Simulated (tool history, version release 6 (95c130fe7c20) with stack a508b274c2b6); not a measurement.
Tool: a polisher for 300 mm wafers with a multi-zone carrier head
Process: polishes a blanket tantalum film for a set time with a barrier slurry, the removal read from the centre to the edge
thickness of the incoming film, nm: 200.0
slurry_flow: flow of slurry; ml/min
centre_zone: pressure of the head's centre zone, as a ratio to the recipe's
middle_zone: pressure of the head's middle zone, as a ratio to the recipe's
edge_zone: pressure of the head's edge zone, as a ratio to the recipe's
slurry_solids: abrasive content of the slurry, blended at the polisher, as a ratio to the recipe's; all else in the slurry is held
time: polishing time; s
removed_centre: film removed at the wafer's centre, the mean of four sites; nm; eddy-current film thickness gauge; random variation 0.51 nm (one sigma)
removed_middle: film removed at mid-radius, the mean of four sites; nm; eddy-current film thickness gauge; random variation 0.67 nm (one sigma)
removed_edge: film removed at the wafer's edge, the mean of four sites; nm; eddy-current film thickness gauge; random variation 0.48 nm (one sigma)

| run | day | slurry_flow | centre_zone | middle_zone | edge_zone | slurry_solids | time | removed_centre | removed_middle | removed_edge |
|---|---|---|---|---|---|---|---|---|---|---|
| 1 | 0 | 270 | 1 | 1 | 1 | 1 | 56 | 48.253 | 49.301 | 49.794 |
| 2 | 0.258 | 270 | 1 | 1 | 1 | 1.15 | 56 | 49.914 | 52.084 | 50.787 |
| 3 | 0.608 | 270 | 0.98 | 1.01 | 0.98 | 1.1 | 56 | 48.383 | 51.538 | 48.746 |
| 4 | 0.712 | 270 | 0.94 | 1.01 | 0.98 | 1.1 | 56 | 46.841 | 51.581 | 49.237 |
| 5 | 0.962 | 270 | 0.94 | 1.01 | 0.98 | 1.3 | 56 | 47.705 | 52.998 | 51.961 |
| 6 | 0.996 | 270 | 0.94 | 1.01 | 0.98 | 1.3 | 47 | 40.23 | 45.484 | 43.574 |
| 7 | 1.321 | 270 | 0.93 | 1.02 | 0.98 | 1.3 | 47 | 39.073 | 46.265 | 43.169 |

Run 8 comes next. What will it give?
| 8 | 1.679 | 270 | 0.93 | 1.03 | 0.98 | 1.3 | 47 | ? | ? | ? |

{"run 8": {"removed_centre": 39.907, "removed_middle": 45.3, "removed_edge": 44.218}}
